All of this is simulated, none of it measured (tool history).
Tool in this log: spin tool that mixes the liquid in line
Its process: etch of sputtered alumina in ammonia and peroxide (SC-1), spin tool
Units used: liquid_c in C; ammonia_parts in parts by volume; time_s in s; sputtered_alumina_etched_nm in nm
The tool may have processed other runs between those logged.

{"run": 1, "hour": 0.0, "liquid_c": 55.0, "ammonia_parts": 0.6, "time_s": 265, "sputtered_alumina_etched_nm": 18.193}
{"run": 2, "hour": 2.7, "liquid_c": 55.0, "ammonia_parts": 0.8, "time_s": 265, "sputtered_alumina_etched_nm": 18.628}
{"run": 3, "hour": 6.4, "liquid_c": 55.0, "ammonia_parts": 0.7, "time_s": 265, "sputtered_alumina_etched_nm": 18.244}
{"run": 4, "hour": 15.3, "liquid_c": 53.0, "ammonia_parts": 0.7, "time_s": 265, "sputtered_alumina_etched_nm": 16.374}
{"run": 5, "hour": 23.8, "liquid_c": 51.5, "ammonia_parts": 0.7, "time_s": 265, "sputtered_alumina_etched_nm": 15.198}
{"run": 6, "hour": 25.4, "liquid_c": 51.5, "ammonia_parts": 0.7, "time_s": 265, "sputtered_alumina_etched_nm": 15.347}

Run 7 is up next; what results do you expect?
{"run": 7, "hour": 26.5, "liquid_c": 50.5, "ammonia_parts": 0.7, "time_s": 265, "sputtered_alumina_etched_nm": "?"}

{"run 7": {"sputtered_alumina_etched_nm": 14.361}}
